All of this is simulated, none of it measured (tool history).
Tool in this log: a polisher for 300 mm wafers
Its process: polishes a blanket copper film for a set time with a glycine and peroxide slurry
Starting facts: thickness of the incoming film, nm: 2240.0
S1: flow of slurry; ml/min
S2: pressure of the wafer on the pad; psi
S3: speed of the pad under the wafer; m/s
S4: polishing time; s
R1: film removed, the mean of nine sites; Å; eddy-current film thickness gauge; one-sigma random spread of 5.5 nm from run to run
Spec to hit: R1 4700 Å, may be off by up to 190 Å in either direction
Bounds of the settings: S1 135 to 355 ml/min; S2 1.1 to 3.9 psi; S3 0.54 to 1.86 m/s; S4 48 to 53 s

run 1 hour=0 | S1=225 S2=2.5 S3=1.18 S4=53 | R1=3189.2
run 2 hour=8.6 | S1=225 S2=2.5 S3=1.18 S4=48 | R1=2819.6
run 3 hour=13.4 | S1=205 S2=2.5 S3=1.18 S4=48 | R1=2757.2
run 4 hour=13.9 | S1=255 S2=2.5 S3=1.18 S4=48 | R1=2878.1
run 5 hour=18.1 | S1=255 S2=2.5 S3=1.38 S4=48 | R1=3246.3
run 6 hour=25.8 | S1=255 S2=2.1 S3=1.38 S4=48 | R1=2831.4
run 7 hour=33.6 | S1=255 S2=2.3 S3=1.38 S4=48 | R1=3055.2
run 8 hour=38.8 | S1=255 S2=2.5 S3=1.38 S4=48 | R1=3286.6
run 9 hour=46 | S1=255 S2=2.5 S3=1.38 S4=48 | R1=3262.7
run 10 hour=52 | S1=255 S2=2.6 S3=1.38 S4=48 | R1=3435.2
run 11 hour=55.3 | S1=255 S2=2.6 S3=1.38 S4=48 | R1=3437.4
run 12 hour=62 | S1=255 S2=2.7 S3=1.38 S4=48 | R1=3431.5
run 13 hour=70.8 | S1=255 S2=2.8 S3=1.38 S4=48 | R1=3685.4
run 14 hour=72.9 | S1=255 S2=2.9 S3=1.38 S4=48 | R1=3659.9
run 15 hour=81.5 | S1=255 S2=3 S3=1.38 S4=48 | R1=3775.4

Below are 4 possible settings for the next run. Only one of them brings all results inside the allowed miss of their targets. Which is it?
run A hour=90.1 | S1=180 S2=3 S3=1.76 S4=51 | R1=?
run B hour=90.1 | S1=255 S2=2.9 S3=1.18 S4=48 | R1=?
run C hour=90.1 | S1=215 S2=2.6 S3=1.12 S4=50 | R1=?
run D hour=90.1 | S1=290 S2=2.7 S3=1.32 S4=48 | R1=?

move=A R1=4732.4
move=B R1=3280.8
move=C R1=2932.1
move=D R1=3415.6
A: hits every target within its allowed miss
B: further off than the last run
C: further off than the last run
D: further off than the last run
Answer: A
